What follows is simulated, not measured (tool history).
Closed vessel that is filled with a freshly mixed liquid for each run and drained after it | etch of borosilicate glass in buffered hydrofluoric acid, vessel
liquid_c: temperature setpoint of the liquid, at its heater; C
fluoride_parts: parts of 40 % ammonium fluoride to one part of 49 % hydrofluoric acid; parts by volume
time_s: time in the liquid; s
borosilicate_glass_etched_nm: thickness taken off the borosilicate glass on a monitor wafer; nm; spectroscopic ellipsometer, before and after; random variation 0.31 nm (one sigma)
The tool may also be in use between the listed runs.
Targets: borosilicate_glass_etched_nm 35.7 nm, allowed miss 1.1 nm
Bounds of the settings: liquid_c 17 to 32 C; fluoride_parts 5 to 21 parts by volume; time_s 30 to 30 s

run,hour,liquid_c,fluoride_parts,time_s,borosilicate_glass_etched_nm
1,0,24,13,30,27.087
2,6.6,24,13,30,26.919
3,11.6,25.5,13,30,29.388
4,14.8,27,13,30,31.847
5,15.8,27,10,30,41.15
6,21,27,10,30,40.995
7,29.5,26.5,10,30,39.753
8,30.2,26,10,30,38.519
9,31.5,25.5,10,30,38.016
10,34.2,25,10,30,37.201

4 next moves are on the table. One of them brings every result within its allowed miss. Which?
A,36.9,25,9.5,30,?
B,36.9,25,9,30,?
C,36.9,22,8.5,30,?
D,36.9,26.5,10,30,?

move,borosilicate_glass_etched_nm
A,38.418
B,39.778
C,36.08
D,40.241
A: further off than the last run
B: further off than the last run
C: meets every target
D: further off than the last run
Move C is the one to make.
